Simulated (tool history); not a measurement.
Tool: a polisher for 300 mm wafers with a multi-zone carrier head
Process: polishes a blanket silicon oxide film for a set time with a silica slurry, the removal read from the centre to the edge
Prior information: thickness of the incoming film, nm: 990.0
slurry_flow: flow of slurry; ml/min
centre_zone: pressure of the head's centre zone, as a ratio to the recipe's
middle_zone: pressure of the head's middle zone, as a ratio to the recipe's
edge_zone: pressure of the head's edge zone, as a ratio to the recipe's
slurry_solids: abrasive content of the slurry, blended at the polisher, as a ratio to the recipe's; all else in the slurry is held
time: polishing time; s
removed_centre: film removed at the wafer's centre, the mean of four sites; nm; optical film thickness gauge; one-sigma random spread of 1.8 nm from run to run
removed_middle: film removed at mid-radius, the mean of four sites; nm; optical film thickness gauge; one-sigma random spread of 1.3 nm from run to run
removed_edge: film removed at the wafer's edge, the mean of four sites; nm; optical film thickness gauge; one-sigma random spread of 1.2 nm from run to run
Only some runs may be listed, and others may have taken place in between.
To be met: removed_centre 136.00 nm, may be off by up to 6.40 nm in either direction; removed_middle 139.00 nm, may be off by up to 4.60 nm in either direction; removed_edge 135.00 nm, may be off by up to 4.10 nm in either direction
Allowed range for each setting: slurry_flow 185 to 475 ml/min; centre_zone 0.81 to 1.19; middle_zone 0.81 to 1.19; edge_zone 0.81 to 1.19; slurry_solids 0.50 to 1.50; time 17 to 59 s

run,day,slurry_flow,centre_zone,middle_zone,edge_zone,slurry_solids,time,removed_centre,removed_middle,removed_edge
1,0.000,305,1.00,1.00,1.00,1.00,38,171.09,173.26,171.62
2,0.050,305,1.00,1.00,0.97,1.00,38,168.09,175.67,167.93
3,0.129,305,1.00,0.98,0.95,0.95,38,166.74,172.19,167.55
4,0.450,305,1.01,0.98,0.95,0.85,38,162.51,167.75,158.00
5,0.721,305,1.01,0.98,0.95,1.05,38,174.18,177.73,170.62
6,0.962,305,1.01,0.96,0.94,0.95,38,169.45,168.08,164.86
7,1.271,295,0.94,0.95,0.85,0.70,37,137.42,144.60,136.15
8,1.304,295,0.94,0.94,0.85,0.70,37,140.44,143.75,137.33

Pick the move, out of 5, that brings all results within their allowed miss; only one does.
A,1.338,250,0.93,0.90,0.81,0.75,37,?,?,?
B,1.338,205,1.00,1.08,0.81,0.80,35,?,?,?
C,1.338,450,0.94,1.12,0.85,0.50,39,?,?,?
D,1.338,240,1.02,0.91,0.81,0.60,40,?,?,?
E,1.338,250,1.04,0.93,0.83,0.75,33,?,?,?

move,removed_centre,removed_middle,removed_edge
A,135.57,138.42,134.13
B,136.46,150.80,126.58
C,133.68,160.47,130.21
D,147.61,138.76,133.51
E,135.11,126.69,120.68
A: all results in spec
B: lands further from the targets than the last run did
C: lands further from the targets than the last run did
D: brings the result that was furthest off to its target, and leaves another outside
E: takes the result that was furthest off past its target
The move that meets every target is A.
